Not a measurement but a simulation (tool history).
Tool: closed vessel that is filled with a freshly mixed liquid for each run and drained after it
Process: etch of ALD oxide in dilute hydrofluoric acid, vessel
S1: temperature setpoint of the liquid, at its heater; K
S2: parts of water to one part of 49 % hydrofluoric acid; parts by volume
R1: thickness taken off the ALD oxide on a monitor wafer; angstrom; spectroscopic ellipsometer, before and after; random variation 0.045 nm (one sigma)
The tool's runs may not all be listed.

Run 1, hour 0.0: S1 297.15 K, S2 65 parts by volume, time in the liquid (s) 30. Result: R1 54.050 angstrom.
Run 2, hour 2.8: S1 298.15 K, S2 65 parts by volume, time in the liquid (s) 30. Result: R1 56.019 angstrom.
Run 3, hour 3.4: S1 299.15 K, S2 65 parts by volume, time in the liquid (s) 30. Result: R1 58.973 angstrom.
Run 4, hour 9.7: S1 299.15 K, S2 65 parts by volume, time in the liquid (s) 30. Result: R1 58.281 angstrom.
Run 5, hour 12.1: S1 299.15 K, S2 80 parts by volume, time in the liquid (s) 30. Result: R1 45.969 angstrom.
Run 6, hour 20.1: S1 300.65 K, S2 80 parts by volume, time in the liquid (s) 30. Result: R1 49.439 angstrom.
Run 7, hour 26.6: S1 301.65 K, S2 80 parts by volume, time in the liquid (s) 30. Result: R1 51.512 angstrom.
Run 8, hour 29.9: S1 302.65 K, S2 80 parts by volume, time in the liquid (s) 30. Result: R1 52.727 angstrom.
Run 9, hour 33.9: S1 303.15 K, S2 80 parts by volume, time in the liquid (s) 30. Result: R1 54.669 angstrom.
Run 10, hour 35.1: S1 303.65 K, S2 80 parts by volume, time in the liquid (s) 30. Result: R1 55.208 angstrom.
Run 11, hour 38.6: S1 304.15 K, S2 80 parts by volume, time in the liquid (s) 30. Result: R1 55.945 angstrom.

Forecast run 12:
Run 12, hour 41.7: S1 304.65 K, S2 80 parts by volume, time in the liquid (s) 30. Result: R1 ?.

Run 12 gave R1 57.493 angstrom.

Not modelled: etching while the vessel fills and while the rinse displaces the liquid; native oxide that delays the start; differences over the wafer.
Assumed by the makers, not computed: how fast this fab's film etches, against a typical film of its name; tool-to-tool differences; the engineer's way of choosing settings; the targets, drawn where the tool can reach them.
